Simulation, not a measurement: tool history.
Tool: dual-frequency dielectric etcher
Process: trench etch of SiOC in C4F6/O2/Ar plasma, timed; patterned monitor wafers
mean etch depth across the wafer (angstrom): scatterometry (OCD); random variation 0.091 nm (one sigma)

run    day  source power (W)  bias power (W)  etch time (s)  mean etch depth across the wafer (angstrom)
  1      0               360             168           14.5                                       279.82
  2  0.212               360             193           14.5                                       293.24
  3  0.562               340             190           14.5                                       282.23
  4  0.629               310             190           14.5                                       276.31
  5  0.971               360             190           14.5                                       290.22
  6  1.317               340             187           14.5                                       282.94
  7  1.654               320             185           14.5                                       274.71
  8   1.85               310             184           14.5                                        271.1

The next listed run, before its measurement:
  9  2.196               250             178           14.5                                            ?

Run 9 gave mean etch depth across the wafer (angstrom) 247.68.
